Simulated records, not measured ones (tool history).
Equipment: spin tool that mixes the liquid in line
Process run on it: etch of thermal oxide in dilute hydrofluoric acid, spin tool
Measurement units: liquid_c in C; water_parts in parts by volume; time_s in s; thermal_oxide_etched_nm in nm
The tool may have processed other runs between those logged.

| run | hour | liquid_c | water_parts | time_s | thermal_oxide_etched_nm |
|---|---|---|---|---|---|
| 1 | 0 | 21 | 235 | 300 | 4.5046 |
| 2 | 7.2 | 21 | 235 | 320 | 4.7534 |
| 3 | 15.2 | 21 | 170 | 320 | 7.1775 |
| 4 | 16.6 | 23 | 160 | 320 | 8.3924 |
| 5 | 24.1 | 24.5 | 160 | 320 | 8.8114 |
| 6 | 26 | 24.5 | 100 | 320 | 15.026 |

Run 7 has not been measured yet. What should we expect?
| 7 | 30.2 | 22.5 | 100 | 320 | ? |

{"run 7": {"thermal_oxide_etched_nm": 13.97}}

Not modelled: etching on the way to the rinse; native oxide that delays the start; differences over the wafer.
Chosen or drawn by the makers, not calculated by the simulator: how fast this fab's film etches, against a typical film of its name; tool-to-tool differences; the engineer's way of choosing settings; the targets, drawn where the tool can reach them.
